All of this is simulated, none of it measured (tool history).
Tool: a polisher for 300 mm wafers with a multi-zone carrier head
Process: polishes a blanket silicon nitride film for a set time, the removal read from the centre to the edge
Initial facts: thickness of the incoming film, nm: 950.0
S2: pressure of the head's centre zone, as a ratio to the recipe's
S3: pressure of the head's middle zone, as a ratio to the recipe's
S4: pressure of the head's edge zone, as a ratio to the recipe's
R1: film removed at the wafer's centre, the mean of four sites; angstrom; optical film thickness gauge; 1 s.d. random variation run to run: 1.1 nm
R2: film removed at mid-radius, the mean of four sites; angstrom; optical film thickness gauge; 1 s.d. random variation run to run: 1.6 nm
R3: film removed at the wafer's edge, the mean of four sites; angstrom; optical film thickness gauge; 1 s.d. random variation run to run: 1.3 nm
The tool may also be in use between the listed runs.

Run 1, hour 0: flow of slurry (ml/min) 130, S2 1, S3 1, S4 1, polishing time (s) 46. Result: R1 1305.7 angstrom, R2 1337.5 angstrom, R3 1337.5 angstrom.
Run 2, hour 2.5: flow of slurry (ml/min) 140, S2 1.01, S3 1.01, S4 1.03, polishing time (s) 46. Result: R1 1344 angstrom, R2 1369.5 angstrom, R3 1361.8 angstrom.
Run 3, hour 11.4: flow of slurry (ml/min) 150, S2 1.02, S3 1.02, S4 1.06, polishing time (s) 47. Result: R1 1399.8 angstrom, R2 1442.4 angstrom, R3 1429.5 angstrom.
Run 4, hour 16.8: flow of slurry (ml/min) 160, S2 1.03, S3 1.02, S4 1.07, polishing time (s) 47. Result: R1 1451.3 angstrom, R2 1476.1 angstrom, R3 1444.8 angstrom.
Run 5, hour 22.1: flow of slurry (ml/min) 165, S2 1.03, S3 1.02, S4 1.09, polishing time (s) 47. Result: R1 1441.2 angstrom, R2 1453.2 angstrom, R3 1454.8 angstrom.
Run 6, hour 29.1: flow of slurry (ml/min) 165, S2 1.03, S3 1.02, S4 1.01, polishing time (s) 47. Result: R1 1434.5 angstrom, R2 1474.2 angstrom, R3 1413.6 angstrom.
Run 7, hour 36.3: flow of slurry (ml/min) 170, S2 1.04, S3 1.02, S4 1.04, polishing time (s) 47. Result: R1 1461.8 angstrom, R2 1439.8 angstrom, R3 1429.1 angstrom.

Expected results for the next run?
Run 8, hour 42.9: flow of slurry (ml/min) 170, S2 1.05, S3 1.03, S4 1.06, polishing time (s) 47. Result: R1 ?, R2 ?, R3 ?.

{"run 8": {"R1": 1449.5, "R2": 1489.7, "R3": 1430}}

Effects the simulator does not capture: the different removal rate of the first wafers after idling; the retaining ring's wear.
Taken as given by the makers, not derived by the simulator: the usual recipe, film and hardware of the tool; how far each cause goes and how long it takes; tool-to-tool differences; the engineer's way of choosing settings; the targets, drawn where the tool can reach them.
